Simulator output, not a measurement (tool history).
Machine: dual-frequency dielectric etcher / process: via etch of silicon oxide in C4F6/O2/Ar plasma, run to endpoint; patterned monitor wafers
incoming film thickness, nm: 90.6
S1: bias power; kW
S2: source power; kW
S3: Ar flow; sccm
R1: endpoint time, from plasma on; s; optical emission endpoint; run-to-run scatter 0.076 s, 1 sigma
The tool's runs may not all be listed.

run	hour	S1	S2	S3	R1
1	0	0.436	0.41	274	19.005
2	6.9	0.436	0.41	238	18.554
3	12.3	0.436	0.34	238	19.992
4	15.1	0.498	0.34	238	19.046
5	20	0.438	0.34	238	19.899
6	25.9	0.49	0.34	238	19.115
7	33.5	0.457	0.34	238	19.643
8	37.1	0.434	0.34	238	20.048

Run 9 is up next; what results do you expect?
9	45	0.419	0.34	238	?

{"run 9": {"R1": 20.338}}

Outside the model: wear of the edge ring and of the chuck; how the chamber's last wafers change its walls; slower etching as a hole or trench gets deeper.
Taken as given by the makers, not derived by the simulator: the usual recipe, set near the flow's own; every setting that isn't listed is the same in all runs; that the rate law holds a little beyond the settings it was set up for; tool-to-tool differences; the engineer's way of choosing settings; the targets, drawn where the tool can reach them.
